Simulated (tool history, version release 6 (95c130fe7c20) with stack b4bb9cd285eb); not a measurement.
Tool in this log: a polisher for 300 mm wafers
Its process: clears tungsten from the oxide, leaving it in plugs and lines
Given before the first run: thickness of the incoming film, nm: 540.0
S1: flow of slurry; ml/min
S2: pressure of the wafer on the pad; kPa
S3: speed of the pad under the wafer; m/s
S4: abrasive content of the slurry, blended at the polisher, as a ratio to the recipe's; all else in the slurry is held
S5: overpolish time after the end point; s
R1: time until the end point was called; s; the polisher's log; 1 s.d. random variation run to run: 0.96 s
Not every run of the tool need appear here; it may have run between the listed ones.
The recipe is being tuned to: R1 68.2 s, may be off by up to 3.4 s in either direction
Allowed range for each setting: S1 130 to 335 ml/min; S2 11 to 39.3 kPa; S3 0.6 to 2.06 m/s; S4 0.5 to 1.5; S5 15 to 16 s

run 1 day=0 | S1=215 S2=24.8 S3=1.32 S4=1 S5=15 | R1=112.97
run 2 day=0.35 | S1=215 S2=27.6 S3=1.32 S4=1 S5=15 | R1=103.97
run 3 day=0.517 | S1=215 S2=29 S3=1.32 S4=1 S5=15 | R1=100.12
run 4 day=0.792 | S1=215 S2=29 S3=1.32 S4=1 S5=15 | R1=97.239
run 5 day=1.058 | S1=215 S2=29 S3=1.32 S4=1 S5=16 | R1=99.159
run 6 day=1.242 | S1=170 S2=29 S3=1.32 S4=1 S5=16 | R1=103.55
run 7 day=1.296 | S1=175 S2=30.3 S3=1.32 S4=1 S5=16 | R1=95.715
run 8 day=1.612 | S1=175 S2=30.3 S3=1.32 S4=1 S5=16 | R1=96.904
run 9 day=1.962 | S1=175 S2=31 S3=1.32 S4=1 S5=16 | R1=96.885
run 10 day=2.017 | S1=180 S2=31.7 S3=1.34 S4=1 S5=16 | R1=90.858
run 11 day=2.371 | S1=180 S2=32.4 S3=1.34 S4=1 S5=16 | R1=88.617
run 12 day=2.396 | S1=180 S2=33.1 S3=1.34 S4=1 S5=16 | R1=87.652
run 13 day=2.625 | S1=180 S2=33.8 S3=1.34 S4=1 S5=16 | R1=86.153
run 14 day=2.85 | S1=180 S2=34.5 S3=1.34 S4=1 S5=16 | R1=83.957
run 15 day=2.967 | S1=180 S2=35.2 S3=1.34 S4=1 S5=16 | R1=83.947
run 16 day=3.088 | S1=180 S2=35.9 S3=1.36 S4=1 S5=16 | R1=77.939
run 17 day=3.258 | S1=180 S2=35.9 S3=1.36 S4=1 S5=16 | R1=79.648
run 18 day=3.525 | S1=180 S2=39.3 S3=1.38 S4=1 S5=16 | R1=72.527

Which of these 4 next moves meets every target?
run A day=3.792 | S1=175 S2=39.3 S3=1.38 S4=1.2 S5=15 | R1=?
run B day=3.792 | S1=180 S2=38.6 S3=1.86 S4=0.95 S5=15 | R1=?
run C day=3.792 | S1=185 S2=34.5 S3=1.48 S4=1.1 S5=16 | R1=?
run D day=3.792 | S1=165 S2=37.2 S3=1.4 S4=0.9 S5=16 | R1=?

move=A R1=69.776
move=B R1=61.07
move=C R1=76.848
move=D R1=80.147
A: all results in spec
B: takes the result that was furthest off past its target
C: moves away from the targets compared with the last run
D: moves away from the targets compared with the last run
Go with A: it meets all targets.
